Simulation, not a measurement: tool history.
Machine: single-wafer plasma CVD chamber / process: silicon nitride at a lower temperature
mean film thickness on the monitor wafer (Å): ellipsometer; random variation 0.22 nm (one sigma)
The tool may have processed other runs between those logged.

run  hour  heater temperature setpoint (K)  chamber pressure (Pa)  RF power (W)  deposition time (s)  mean film thickness on the monitor wafer (Å)
  1     0                           633.15                    255           290                 40.3                                        485.55
  2   7.8                           633.15                    261           295                 40.3                                        493.55
  3     9                           633.15                    268           300                 40.3                                        499.08
  4  15.6                           633.15                    237           300                 40.3                                        486.37
  5  17.1                           633.15                    245           305                 40.3                                           493
     17.6  -- capacitance manometer re-zeroed and calibrated
  6  17.6                           633.15                    245           305                 40.3                                        500.84
  7  20.3                           633.15                    251           310                 40.3                                        509.02
  8  28.8                           633.15                    257           310                 40.3                                        510.84
  9  37.2                           633.15                    264           310                 40.3                                        515.08
 10  45.4                           633.15                    315           325                 40.4                                        547.19
 11    49                           633.15                    316           325                 40.4                                        545.77
 12  52.6                           633.15                    317           325                 40.4                                        546.56
 13  59.5                           633.15                    319           325                 40.4                                         548.8
 14  63.6                           633.15                    320           325                 40.4                                         547.3

What will run 15 give?
 15  65.4                           633.15                    321           325                 40.4                                             ?

mean film thickness on the monitor wafer (Å): 545.57
